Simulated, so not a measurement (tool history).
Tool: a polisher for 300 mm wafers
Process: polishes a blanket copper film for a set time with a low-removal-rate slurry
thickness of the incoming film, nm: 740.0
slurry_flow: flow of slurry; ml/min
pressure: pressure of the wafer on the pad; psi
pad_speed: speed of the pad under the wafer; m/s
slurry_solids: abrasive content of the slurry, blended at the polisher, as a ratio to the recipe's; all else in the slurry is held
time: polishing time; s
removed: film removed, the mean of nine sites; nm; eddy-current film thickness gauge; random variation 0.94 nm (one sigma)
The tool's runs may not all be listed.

run,hour,slurry_flow,pressure,pad_speed,slurry_solids,time,removed
1,0.0,210,2.0,1.06,1.00,36,87.491
2,3.7,210,2.0,1.06,1.00,32,77.292
3,12.2,210,2.0,1.06,1.15,32,80.332
4,13.3,215,2.1,1.06,1.15,32,83.926
5,17.6,215,2.1,0.94,1.15,32,74.096
# hour 20.1: slurry nozzle cleaned
6,20.1,260,2.1,0.94,1.15,32,79.980
7,21.6,270,2.2,0.94,1.15,32,83.561
8,30.4,275,2.8,1.06,1.15,32,119.080
9,32.5,275,2.8,1.06,1.15,32,119.830
10,37.2,280,2.8,1.06,1.15,32,118.060
11,45.4,285,2.8,1.06,1.15,32,120.290
12,48.9,285,2.8,1.06,1.15,32,120.280

Run 13 comes next. What will it give?
13,53.3,290,2.8,1.06,1.15,32,?

removed: 118.710 nm

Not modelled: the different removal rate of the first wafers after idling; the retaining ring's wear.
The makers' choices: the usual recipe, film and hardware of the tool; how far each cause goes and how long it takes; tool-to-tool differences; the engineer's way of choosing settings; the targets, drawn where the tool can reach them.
